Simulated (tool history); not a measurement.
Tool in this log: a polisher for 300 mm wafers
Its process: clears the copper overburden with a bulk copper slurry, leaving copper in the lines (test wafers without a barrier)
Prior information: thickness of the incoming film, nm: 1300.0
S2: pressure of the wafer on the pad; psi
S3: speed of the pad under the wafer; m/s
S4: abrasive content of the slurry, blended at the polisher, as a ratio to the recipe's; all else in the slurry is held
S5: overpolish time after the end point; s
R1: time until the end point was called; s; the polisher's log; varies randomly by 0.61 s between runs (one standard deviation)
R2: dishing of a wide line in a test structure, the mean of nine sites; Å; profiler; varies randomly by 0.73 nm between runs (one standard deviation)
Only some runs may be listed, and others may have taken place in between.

{"run": 1, "hour": 0.0, "flow of slurry (ml/min)": 230, "S2": 3.0, "S3": 1.4, "S4": 1.0, "S5": 9, "R1": 81.41, "R2": 613.2}
{"run": 2, "hour": 6.1, "flow of slurry (ml/min)": 235, "S2": 3.1, "S3": 1.4, "S4": 1.0, "S5": 9, "R1": 79.318, "R2": 618.05}
{"run": 3, "hour": 13.3, "flow of slurry (ml/min)": 235, "S2": 3.2, "S3": 1.4, "S4": 1.0, "S5": 9, "R1": 77.785, "R2": 621.36}
{"run": 4, "hour": 19.8, "flow of slurry (ml/min)": 235, "S2": 3.2, "S3": 1.4, "S4": 1.0, "S5": 12, "R1": 78.659, "R2": 696.18}
{"run": 5, "hour": 23.2, "flow of slurry (ml/min)": 235, "S2": 3.2, "S3": 1.4, "S4": 1.0, "S5": 11, "R1": 76.512, "R2": 684.57}
{"run": 6, "hour": 25.1, "flow of slurry (ml/min)": 235, "S2": 3.3, "S3": 1.4, "S4": 1.0, "S5": 11, "R1": 76.464, "R2": 694.07}
{"run": 7, "hour": 31.4, "flow of slurry (ml/min)": 235, "S2": 3.3, "S3": 1.4, "S4": 1.0, "S5": 10, "R1": 77.378, "R2": 667.16}
{"run": 8, "hour": 33.9, "flow of slurry (ml/min)": 235, "S2": 3.3, "S3": 1.4, "S4": 1.0, "S5": 10, "R1": 77.627, "R2": 685.13}
{"run": 9, "hour": 37.6, "flow of slurry (ml/min)": 240, "S2": 3.3, "S3": 1.42, "S4": 1.0, "S5": 9, "R1": 75.735, "R2": 638.15}
{"run": 10, "hour": 42.7, "flow of slurry (ml/min)": 240, "S2": 3.4, "S3": 1.42, "S4": 1.0, "S5": 9, "R1": 73.848, "R2": 644.97}

What will run 11 give?
{"run": 11, "hour": 46.2, "flow of slurry (ml/min)": 240, "S2": 3.5, "S3": 1.42, "S4": 1.0, "S5": 9, "R1": "?", "R2": "?"}

R1: 72.431 s
R2: 653.34 Å

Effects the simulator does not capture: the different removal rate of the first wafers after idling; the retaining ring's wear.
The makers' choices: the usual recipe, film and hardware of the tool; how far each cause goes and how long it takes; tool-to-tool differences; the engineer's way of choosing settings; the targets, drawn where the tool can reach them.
